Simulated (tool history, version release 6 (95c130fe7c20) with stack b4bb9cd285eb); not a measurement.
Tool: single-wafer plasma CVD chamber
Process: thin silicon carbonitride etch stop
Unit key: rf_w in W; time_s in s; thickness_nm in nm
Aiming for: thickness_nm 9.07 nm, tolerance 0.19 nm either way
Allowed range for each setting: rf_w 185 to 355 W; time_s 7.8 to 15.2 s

run,hour,rf_w,time_s,thickness_nm
1,0,270,11.5,7.06
2,1.1,280,12,7.4547
3,5.3,290,12.4,7.7602
4,12.6,290,11.5,7.1811
5,17.2,290,12.1,7.5856
6,22.2,275,12.1,7.4512
7,29.5,275,12.1,7.4665
8,36.6,275,12.1,7.4755
9,40.7,275,12.1,7.4533
10,42.6,285,12.5,7.7795
11,50.6,295,12.8,8.016
12,53.4,300,13.1,8.3111
13,59.7,305,13.3,8.4715
14,66,310,13.4,8.5668
15,74.1,310,13.4,8.5438
16,81.9,315,13.5,8.6358

4 next moves are on the table. One of them brings every result within its allowed miss. Which?
A,89.7,315,12.9,?
B,89.7,300,12.6,?
C,89.7,345,12.8,?
D,89.7,355,13.6,?

move,thickness_nm
A,8.2542
B,7.951
C,8.4059
D,9.0046
A: misses by more than the last run did
B: misses by more than the last run did
C: misses by more than the last run did
D: every result within its allowed miss
Answer: D

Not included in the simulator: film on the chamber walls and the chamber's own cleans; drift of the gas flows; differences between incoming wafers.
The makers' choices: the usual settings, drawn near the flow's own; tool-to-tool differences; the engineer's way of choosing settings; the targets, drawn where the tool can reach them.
